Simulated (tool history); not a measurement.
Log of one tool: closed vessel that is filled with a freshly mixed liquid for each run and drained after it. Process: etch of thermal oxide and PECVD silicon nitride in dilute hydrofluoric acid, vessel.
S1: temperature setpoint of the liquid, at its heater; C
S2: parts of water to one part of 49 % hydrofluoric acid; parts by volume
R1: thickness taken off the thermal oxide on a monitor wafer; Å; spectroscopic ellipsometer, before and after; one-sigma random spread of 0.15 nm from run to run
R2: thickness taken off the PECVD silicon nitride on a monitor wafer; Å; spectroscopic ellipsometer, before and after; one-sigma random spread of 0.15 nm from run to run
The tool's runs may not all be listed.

run 1 hour=0 | S1=22 S2=55 time_in_the_liquid_(s)=175 | R1=153.49 R2=139.74
run 2 hour=3.2 | S1=24 S2=55 time_in_the_liquid_(s)=175 | R1=169.32 R2=158.95
run 3 hour=7.9 | S1=24 S2=70 time_in_the_liquid_(s)=175 | R1=126.64 R2=126.14
run 4 hour=12.2 | S1=24 S2=60 time_in_the_liquid_(s)=175 | R1=151.89 R2=146.52
run 5 hour=16.9 | S1=24 S2=50 time_in_the_liquid_(s)=175 | R1=183.47 R2=178.79
run 6 hour=22.4 | S1=24 S2=35 time_in_the_liquid_(s)=175 | R1=270.07 R2=250.63
run 7 hour=25.9 | S1=23 S2=60 time_in_the_liquid_(s)=195 | R1=161.4 R2=156.22

Expected results for the next run?
run 8 hour=32.8 | S1=23.5 S2=60 time_in_the_liquid_(s)=190 | R1=? R2=?

{"run 8": {"R1": 160.02, "R2": 156.68}}
